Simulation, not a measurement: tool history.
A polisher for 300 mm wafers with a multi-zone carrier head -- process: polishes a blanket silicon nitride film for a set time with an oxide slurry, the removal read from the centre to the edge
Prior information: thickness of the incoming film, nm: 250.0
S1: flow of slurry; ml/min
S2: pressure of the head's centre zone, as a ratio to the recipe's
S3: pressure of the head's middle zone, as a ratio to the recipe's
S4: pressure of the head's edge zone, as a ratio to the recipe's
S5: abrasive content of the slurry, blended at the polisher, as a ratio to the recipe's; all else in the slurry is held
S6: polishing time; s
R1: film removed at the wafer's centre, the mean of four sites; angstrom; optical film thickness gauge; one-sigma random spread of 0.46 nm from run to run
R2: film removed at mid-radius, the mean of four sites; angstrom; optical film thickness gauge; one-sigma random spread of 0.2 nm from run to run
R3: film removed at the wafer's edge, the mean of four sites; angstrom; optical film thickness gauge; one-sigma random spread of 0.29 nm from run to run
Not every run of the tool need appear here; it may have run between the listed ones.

run	hour	S1	S2	S3	S4	S5	S6	R1	R2	R3
1	0	135	1	1	1	1	45	262.2	254.84	257.44
2	4.7	115	1	1	1	1	45	253.85	248.19	245.27
3	7.8	115	1	1	1	0.9	45	244	237.81	238.98
4	9.9	135	1.05	1.01	1.03	0.95	45	270.85	253.44	255.28
5	15.7	135	1.05	0.95	1.03	0.95	45	272.64	242.73	256.72
6	21.8	150	1.08	0.97	1.04	0.95	45	288.42	254.84	261.33
7	22.7	160	1.1	0.97	1.06	0.95	45	293.09	259.05	264.34
8	24.8	170	1.12	0.97	1.08	1	45	311.13	266.41	278.2
9	29.3	175	1.13	0.98	1.09	1	45	326.97	271.32	283.97
10	36.7	180	1.13	0.99	1.09	1	45	324.63	269.91	279.65
11	37.8	180	1.13	0.99	1.09	1	45	318.85	274.25	278.24
12	41.1	180	1.13	0.99	1.09	1	45	318.37	271.49	284.05

What will run 13 give?
13	49.6	185	1.14	1	1.09	1	45	?	?	?

Run 13 came out at R1 326.84 angstrom, R2 275.88 angstrom, R3 283.88 angstrom.
